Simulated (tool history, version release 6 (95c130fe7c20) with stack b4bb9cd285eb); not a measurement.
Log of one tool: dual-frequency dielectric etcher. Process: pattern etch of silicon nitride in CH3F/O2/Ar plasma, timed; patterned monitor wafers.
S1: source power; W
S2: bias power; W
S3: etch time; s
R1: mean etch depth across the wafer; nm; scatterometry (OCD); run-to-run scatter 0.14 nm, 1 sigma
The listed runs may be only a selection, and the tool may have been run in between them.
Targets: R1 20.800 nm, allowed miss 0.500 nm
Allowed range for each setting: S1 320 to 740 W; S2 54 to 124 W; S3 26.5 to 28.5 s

run 1 hour=0.0 | S1=530 S2=89 S3=28.5 | R1=24.243
run 2 hour=7.8 | S1=530 S2=99 S3=28.5 | R1=25.823
run 3 hour=9.8 | S1=530 S2=99 S3=26.5 | R1=23.892
run 4 hour=15.7 | S1=530 S2=99 S3=26.5 | R1=24.212
run 5 hour=22.9 | S1=530 S2=99 S3=26.5 | R1=24.144
run 6 hour=30.9 | S1=510 S2=98 S3=26.5 | R1=23.508
run 7 hour=34.9 | S1=410 S2=92 S3=26.5 | R1=19.616
run 8 hour=41.6 | S1=420 S2=92 S3=26.5 | R1=19.798

Of the 5 settings listed for the next run, only one would bring every result within its allowed miss of target. Which one?
run A hour=48.3 | S1=440 S2=95 S3=28.5 | R1=?
run B hour=48.3 | S1=380 S2=100 S3=28.5 | R1=?
run C hour=48.3 | S1=370 S2=92 S3=28.5 | R1=?
run D hour=48.3 | S1=370 S2=95 S3=28.0 | R1=?
run E hour=48.3 | S1=430 S2=88 S3=26.5 | R1=?

move=A R1=22.280
move=B R1=20.635
move=C R1=19.263
move=D R1=19.280
move=E R1=19.519
A: takes the biggest miss from the last run beyond its target
B: in spec on every target
C: moves away from the targets compared with the last run
D: moves away from the targets compared with the last run
E: moves away from the targets compared with the last run
Answer: B
